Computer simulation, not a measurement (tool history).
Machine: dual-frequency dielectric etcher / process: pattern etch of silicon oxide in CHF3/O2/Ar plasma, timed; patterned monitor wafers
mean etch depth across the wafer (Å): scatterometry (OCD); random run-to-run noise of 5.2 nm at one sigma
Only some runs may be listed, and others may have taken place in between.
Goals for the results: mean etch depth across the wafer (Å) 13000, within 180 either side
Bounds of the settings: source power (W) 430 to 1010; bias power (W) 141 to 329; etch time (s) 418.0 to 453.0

run	day	source power (W)	bias power (W)	etch time (s)	mean etch depth across the wafer (Å)
1	0.000	720	235	453.0	10857
2	0.304	750	238	453.0	11110
3	0.500	750	238	418.0	10298
4	0.771	780	247	419.0	10665
5	0.854	800	254	419.5	10846
6	1.121	820	261	420.5	11142
7	1.492	840	266	421.0	11282
8	1.800	860	271	421.5	11601
9	1.875	860	271	421.5	11512
10	2.208	870	275	422.0	11702

Which one of the following 4 next-run settings gets every result inside its allowed miss? There is exactly one.
A	2.542	910	284	453.0	?
B	2.542	950	277	440.0	?
C	2.542	1000	277	432.0	?
D	2.542	1010	262	437.0	?

move	mean etch depth across the wafer (Å)
A	12902
B	12632
C	12665
D	12590
A: meets every target
B: an improvement on the last run, though not all results are within tolerance
C: an improvement on the last run, though not all results are within tolerance
D: an improvement on the last run, though not all results are within tolerance
Correct choice: A, which meets every target

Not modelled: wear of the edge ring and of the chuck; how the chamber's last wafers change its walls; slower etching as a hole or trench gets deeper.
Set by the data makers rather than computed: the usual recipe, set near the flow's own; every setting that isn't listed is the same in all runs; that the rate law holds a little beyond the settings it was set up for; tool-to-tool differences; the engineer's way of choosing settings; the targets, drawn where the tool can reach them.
